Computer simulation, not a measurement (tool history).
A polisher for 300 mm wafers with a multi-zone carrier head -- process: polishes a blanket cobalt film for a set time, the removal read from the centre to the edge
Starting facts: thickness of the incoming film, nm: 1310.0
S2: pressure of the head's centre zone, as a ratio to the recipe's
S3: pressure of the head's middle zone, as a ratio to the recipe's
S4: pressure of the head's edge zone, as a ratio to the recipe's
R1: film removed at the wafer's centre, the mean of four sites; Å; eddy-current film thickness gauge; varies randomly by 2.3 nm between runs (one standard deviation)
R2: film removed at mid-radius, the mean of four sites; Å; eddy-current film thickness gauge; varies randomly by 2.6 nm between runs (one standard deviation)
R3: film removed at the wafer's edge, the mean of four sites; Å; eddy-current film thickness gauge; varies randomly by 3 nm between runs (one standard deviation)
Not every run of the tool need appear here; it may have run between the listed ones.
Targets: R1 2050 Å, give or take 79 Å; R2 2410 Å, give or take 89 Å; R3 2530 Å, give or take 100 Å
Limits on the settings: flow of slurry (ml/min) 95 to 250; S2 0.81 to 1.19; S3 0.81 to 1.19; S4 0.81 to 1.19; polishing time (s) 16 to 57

run 1 hour=0 | flow_of_slurry_(ml/min)=160 S2=1 S3=1 S4=1 polishing_time_(s)=36 | R1=2359.7 R2=2357.5 R3=2310.8
run 2 hour=1.9 | flow_of_slurry_(ml/min)=155 S2=0.98 S3=1 S4=1.02 polishing_time_(s)=36 | R1=2275 R2=2344.1 R3=2332.5
run 3 hour=7.2 | flow_of_slurry_(ml/min)=155 S2=1.02 S3=1 S4=1.02 polishing_time_(s)=36 | R1=2357.5 R2=2383 R3=2334.9
run 4 hour=11.3 | flow_of_slurry_(ml/min)=155 S2=1.07 S3=1 S4=1.02 polishing_time_(s)=36 | R1=2477.4 R2=2343.4 R3=2346.6
run 5 hour=14.4 | flow_of_slurry_(ml/min)=155 S2=1.07 S3=0.91 S4=1.02 polishing_time_(s)=36 | R1=2429.7 R2=2139.5 R3=2365.5
run 6 hour=20.2 | flow_of_slurry_(ml/min)=155 S2=1.07 S3=0.85 S4=1.02 polishing_time_(s)=36 | R1=2424.2 R2=2090.1 R3=2352.1
run 7 hour=26 | flow_of_slurry_(ml/min)=155 S2=1.04 S3=0.87 S4=1.04 polishing_time_(s)=36 | R1=2343.8 R2=2133.1 R3=2432.6
-- hour=29.8 slurry nozzle cleaned
run 8 hour=29.8 | flow_of_slurry_(ml/min)=155 S2=1.02 S3=0.89 S4=1.05 polishing_time_(s)=36 | R1=2667 R2=2442.5 R3=2621.9

Exactly one of the 5 candidate moves below puts every result within its allowed miss. Which one?
run A hour=33.6 | flow_of_slurry_(ml/min)=145 S2=0.96 S3=0.99 S4=1.11 polishing_time_(s)=33 | R1=? R2=? R3=?
run B hour=33.6 | flow_of_slurry_(ml/min)=120 S2=0.87 S3=0.87 S4=0.99 polishing_time_(s)=40 | R1=? R2=? R3=?
run C hour=33.6 | flow_of_slurry_(ml/min)=160 S2=1.08 S3=0.89 S4=1.09 polishing_time_(s)=38 | R1=? R2=? R3=?
run D hour=33.6 | flow_of_slurry_(ml/min)=95 S2=0.81 S3=0.9 S4=0.94 polishing_time_(s)=40 | R1=? R2=? R3=?
run E hour=33.6 | flow_of_slurry_(ml/min)=240 S2=1.17 S3=0.94 S4=1.19 polishing_time_(s)=34 | R1=? R2=? R3=?

move=A R1=2279.4 R2=2353.6 R3=2486.4
move=B R1=2378.7 R2=2453.4 R3=2766.2
move=C R1=3018.9 R2=2526.7 R3=2880.7
move=D R1=2047.6 R2=2358.5 R3=2576.2
move=E R1=3138.6 R2=2515.6 R3=2820.7
A: gains on the last run, yet a result remains outside its allowed miss
B: gains on the last run, yet a result remains outside its allowed miss
C: moves away from the targets compared with the last run
D: in spec on every target
E: moves away from the targets compared with the last run
Answer: D
